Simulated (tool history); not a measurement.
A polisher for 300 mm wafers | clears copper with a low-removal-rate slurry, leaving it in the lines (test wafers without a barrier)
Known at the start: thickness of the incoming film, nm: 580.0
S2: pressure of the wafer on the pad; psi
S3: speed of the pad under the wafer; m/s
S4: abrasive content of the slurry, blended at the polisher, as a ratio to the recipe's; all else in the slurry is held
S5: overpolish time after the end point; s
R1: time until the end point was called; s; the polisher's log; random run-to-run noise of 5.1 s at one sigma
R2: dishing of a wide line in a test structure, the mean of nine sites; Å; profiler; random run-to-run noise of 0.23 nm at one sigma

{"run": 1, "hour": 0.0, "flow of slurry (ml/min)": 260, "S2": 4.1, "S3": 1.14, "S4": 1.0, "S5": 10, "R1": 147.57, "R2": 280.4}
{"run": 2, "hour": 3.1, "flow of slurry (ml/min)": 325, "S2": 4.1, "S3": 1.14, "S4": 1.0, "S5": 10, "R1": 145.15, "R2": 278.35}
{"run": 3, "hour": 11.6, "flow of slurry (ml/min)": 325, "S2": 4.1, "S3": 1.14, "S4": 1.0, "S5": 12, "R1": 149.28, "R2": 320.89}
{"run": 4, "hour": 19.4, "flow of slurry (ml/min)": 325, "S2": 4.1, "S3": 1.14, "S4": 1.15, "S5": 12, "R1": 146.32, "R2": 355.14}
{"run": 5, "hour": 27.3, "flow of slurry (ml/min)": 325, "S2": 3.7, "S3": 1.14, "S4": 1.15, "S5": 12, "R1": 155.53, "R2": 315.49}
{"run": 6, "hour": 34.6, "flow of slurry (ml/min)": 325, "S2": 3.7, "S3": 0.98, "S4": 1.15, "S5": 12, "R1": 180.94, "R2": 279.93}
{"run": 7, "hour": 39.8, "flow of slurry (ml/min)": 325, "S2": 3.2, "S3": 0.86, "S4": 1.1, "S5": 10, "R1": 224.54, "R2": 194.01}

Run 8, settings as shown, results not yet in. Your forecast:
{"run": 8, "hour": 45.4, "flow of slurry (ml/min)": 325, "S2": 2.9, "S3": 0.8, "S4": 1.05, "S5": 9, "R1": "?", "R2": "?"}

Run 8 gave R1 277.57 s, R2 150.95 Å.

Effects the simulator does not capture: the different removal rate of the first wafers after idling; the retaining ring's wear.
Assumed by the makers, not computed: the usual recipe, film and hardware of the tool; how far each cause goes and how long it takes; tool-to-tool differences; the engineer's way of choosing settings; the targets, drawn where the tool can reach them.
